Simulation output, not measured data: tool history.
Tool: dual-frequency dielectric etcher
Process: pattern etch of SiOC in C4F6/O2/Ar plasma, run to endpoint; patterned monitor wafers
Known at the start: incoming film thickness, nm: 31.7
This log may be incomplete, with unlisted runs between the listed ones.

run 1 hour=0 | bias_power_(kW)=0.642 source_power_(kW)=0.32 | endpoint_time_(s)=11.207
run 2 hour=1.4 | bias_power_(kW)=0.609 source_power_(kW)=0.32 | endpoint_time_(s)=11.374
run 3 hour=6.8 | bias_power_(kW)=0.58 source_power_(kW)=0.31 | endpoint_time_(s)=11.821
run 4 hour=11.4 | bias_power_(kW)=0.58 source_power_(kW)=0.36 | endpoint_time_(s)=11.113
run 5 hour=18.8 | bias_power_(kW)=0.623 source_power_(kW)=0.36 | endpoint_time_(s)=10.791
run 6 hour=26.2 | bias_power_(kW)=0.59 source_power_(kW)=0.35 | endpoint_time_(s)=11.067
run 7 hour=28.3 | bias_power_(kW)=0.462 source_power_(kW)=0.29 | endpoint_time_(s)=13.56

Forecast run 8:
run 8 hour=33.4 | bias_power_(kW)=0.468 source_power_(kW)=0.29 | endpoint_time_(s)=?

endpoint time (s): 13.642
